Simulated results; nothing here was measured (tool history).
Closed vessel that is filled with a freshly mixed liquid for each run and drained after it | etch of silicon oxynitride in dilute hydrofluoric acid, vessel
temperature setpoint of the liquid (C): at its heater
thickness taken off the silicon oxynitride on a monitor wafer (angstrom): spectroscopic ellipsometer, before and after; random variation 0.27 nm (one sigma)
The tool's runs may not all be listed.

| run | day | temperature setpoint of the liquid (C) | parts of water to one part of 49 % hydrofluoric acid (parts by volume) | time in the liquid (s) | thickness taken off the silicon oxynitride on a monitor wafer (angstrom) |
|---|---|---|---|---|---|
| 1 | 0 | 21 | 265 | 2960 | 447.6 |
| 2 | 0.2 | 20 | 280 | 2960 | 404.97 |
| 3 | 0.371 | 20 | 355 | 2960 | 302.19 |
| 4 | 0.704 | 20 | 445 | 2960 | 228.33 |
| 5 | 0.775 | 18.5 | 445 | 2960 | 215.78 |
| 6 | 1.108 | 18.5 | 475 | 2960 | 198.87 |
| 7 | 1.196 | 21 | 465 | 2960 | 227.21 |
| 8 | 1.517 | 22.5 | 465 | 2960 | 242.3 |

Forecast run 9:
| 9 | 1.65 | 23.5 | 465 | 2960 | ? |

{"run 9": {"thickness taken off the silicon oxynitride on a monitor wafer (angstrom)": 252.18}}
